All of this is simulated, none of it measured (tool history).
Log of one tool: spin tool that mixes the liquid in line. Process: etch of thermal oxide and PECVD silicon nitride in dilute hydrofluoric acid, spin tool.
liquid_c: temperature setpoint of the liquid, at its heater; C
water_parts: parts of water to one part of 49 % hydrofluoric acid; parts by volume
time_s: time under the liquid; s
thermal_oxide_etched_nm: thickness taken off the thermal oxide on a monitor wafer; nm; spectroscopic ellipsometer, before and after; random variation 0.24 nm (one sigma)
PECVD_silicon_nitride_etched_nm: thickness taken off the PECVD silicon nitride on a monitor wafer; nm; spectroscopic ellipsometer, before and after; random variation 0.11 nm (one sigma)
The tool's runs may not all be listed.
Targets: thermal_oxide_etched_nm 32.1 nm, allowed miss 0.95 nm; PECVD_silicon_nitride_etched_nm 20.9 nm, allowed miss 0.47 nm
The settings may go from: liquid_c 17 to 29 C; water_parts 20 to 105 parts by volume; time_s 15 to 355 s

run	day	liquid_c	water_parts	time_s	thermal_oxide_etched_nm	PECVD_silicon_nitride_etched_nm
1	0	21	55	180	15.205	9.1384
2	0.067	22	50	180	17.725	10.817
3	0.358	20	50	180	16.136	9.4352
4	0.588	20	60	180	13.495	7.8761
5	0.892	20	50	180	16.374	9.4234
6	1.154	21	45	180	18.81	11.234
7	1.371	21.5	40	180	21.81	12.937
8	1.533	22.5	40	180	22.748	13.915
9	1.725	23	40	180	23.321	14.238
# day 2.017: hydrofluoric acid flow meter replaced
10	2.017	24	40	180	21.759	13.865
11	2.058	24.5	35	180	25.937	16.293
12	2.133	25	35	180	26.121	16.904
13	2.246	25.5	30	180	31.514	20.14

Which of these 4 next moves meets every target?
A	2.358	24.5	30	180	?	?
B	2.358	25.5	35	215	?	?
C	2.358	22.5	20	140	?	?
D	2.358	24	30	190	?	?

move	thermal_oxide_etched_nm	PECVD_silicon_nitride_etched_nm
A	29.776	19.039
B	31.556	20.951
C	32.357	19.048
D	30.78	19.425
A: further off than the last run
B: meets every target
C: further off than the last run
D: further off than the last run
Answer: B

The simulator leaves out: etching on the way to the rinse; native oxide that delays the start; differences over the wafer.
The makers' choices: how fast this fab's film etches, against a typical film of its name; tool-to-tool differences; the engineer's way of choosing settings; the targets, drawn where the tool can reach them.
